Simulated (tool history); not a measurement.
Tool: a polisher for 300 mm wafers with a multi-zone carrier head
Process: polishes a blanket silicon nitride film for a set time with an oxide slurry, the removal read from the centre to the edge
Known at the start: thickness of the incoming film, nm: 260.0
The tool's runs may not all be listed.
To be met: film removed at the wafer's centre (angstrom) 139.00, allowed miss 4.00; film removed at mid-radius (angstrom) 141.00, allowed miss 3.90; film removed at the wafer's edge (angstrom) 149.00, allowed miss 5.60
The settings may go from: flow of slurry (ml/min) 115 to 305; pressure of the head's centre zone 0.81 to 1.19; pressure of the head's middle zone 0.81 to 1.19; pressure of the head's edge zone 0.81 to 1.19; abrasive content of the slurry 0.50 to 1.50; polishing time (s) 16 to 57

run,hour,flow of slurry (ml/min),pressure of the head's centre zone,pressure of the head's middle zone,pressure of the head's edge zone,abrasive content of the slurry,polishing time (s),film removed at the wafer's centre (angstrom),film removed at mid-radius (angstrom),film removed at the wafer's edge (angstrom)
1,0.0,195,1.00,1.00,1.00,1.00,36,226.55,226.33,204.49
2,8.7,185,0.97,0.97,1.00,0.90,36,213.06,212.54,202.24
3,12.6,180,0.95,0.95,0.99,0.85,35,200.80,198.33,192.22
4,14.9,180,0.95,0.95,0.91,0.85,35,198.83,199.29,188.67
5,18.1,175,0.93,0.94,0.91,0.80,34,187.75,185.88,178.82
6,25.3,170,0.91,0.93,0.91,0.75,34,179.75,183.64,170.19
7,34.2,165,0.89,0.91,0.96,0.70,33,167.76,170.30,167.95
8,40.0,130,0.81,0.81,0.90,0.50,33,134.12,135.39,144.78

4 next moves are on the table. One of them brings every result within its allowed miss. Which?
A,45.8,140,0.86,0.81,1.02,0.70,29,?,?,?
B,45.8,115,0.86,0.85,0.97,0.50,31,?,?,?
C,45.8,115,0.81,0.83,0.91,0.50,32,?,?,?
D,45.8,125,0.85,0.86,0.98,0.50,33,?,?,?

move,film removed at the wafer's centre (angstrom),film removed at mid-radius (angstrom),film removed at the wafer's edge (angstrom)
A,137.28,135.10,144.77
B,127.03,129.98,133.95
C,125.41,132.12,134.36
D,137.88,142.91,145.70
A: further off than the last run
B: further off than the last run
C: further off than the last run
D: meets every target
Answer: D
